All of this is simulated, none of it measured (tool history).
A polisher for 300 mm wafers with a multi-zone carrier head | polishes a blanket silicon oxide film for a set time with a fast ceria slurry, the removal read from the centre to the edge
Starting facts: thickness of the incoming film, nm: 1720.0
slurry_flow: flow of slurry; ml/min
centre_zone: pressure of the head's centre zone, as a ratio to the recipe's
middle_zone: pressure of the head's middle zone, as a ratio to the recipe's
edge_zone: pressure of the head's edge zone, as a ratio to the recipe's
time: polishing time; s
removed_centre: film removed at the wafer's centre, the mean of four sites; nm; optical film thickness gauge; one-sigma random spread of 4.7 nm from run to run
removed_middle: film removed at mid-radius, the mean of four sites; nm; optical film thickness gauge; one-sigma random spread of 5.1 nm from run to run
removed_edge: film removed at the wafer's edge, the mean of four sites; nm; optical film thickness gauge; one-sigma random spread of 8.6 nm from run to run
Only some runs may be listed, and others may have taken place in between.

| run | hour | slurry_flow | centre_zone | middle_zone | edge_zone | time | removed_centre | removed_middle | removed_edge |
|---|---|---|---|---|---|---|---|---|---|
| 1 | 0.0 | 200 | 1.00 | 1.00 | 1.00 | 54 | 488.29 | 495.38 | 489.90 |
| 2 | 1.9 | 200 | 1.00 | 1.00 | 1.08 | 54 | 491.57 | 490.86 | 484.57 |
| 3 | 3.9 | 200 | 0.96 | 1.00 | 1.08 | 54 | 475.31 | 491.64 | 480.42 |
| 4 | 8.5 | 150 | 0.96 | 1.00 | 1.08 | 54 | 444.79 | 480.42 | 472.67 |
| 5 | 14.1 | 140 | 0.94 | 1.02 | 1.08 | 61 | 496.06 | 548.51 | 545.53 |
|  | 21.9 | worn pad replaced by a new one |
| 6 | 21.9 | 145 | 0.93 | 1.06 | 1.08 | 65 | 584.69 | 660.73 | 646.50 |

Forecast run 7:
| 7 | 29.9 | 165 | 0.90 | 1.08 | 1.07 | 65 | ? | ? | ? |

{"run 7": {"removed_centre": 573.14, "removed_middle": 687.6, "removed_edge": 630.26}}

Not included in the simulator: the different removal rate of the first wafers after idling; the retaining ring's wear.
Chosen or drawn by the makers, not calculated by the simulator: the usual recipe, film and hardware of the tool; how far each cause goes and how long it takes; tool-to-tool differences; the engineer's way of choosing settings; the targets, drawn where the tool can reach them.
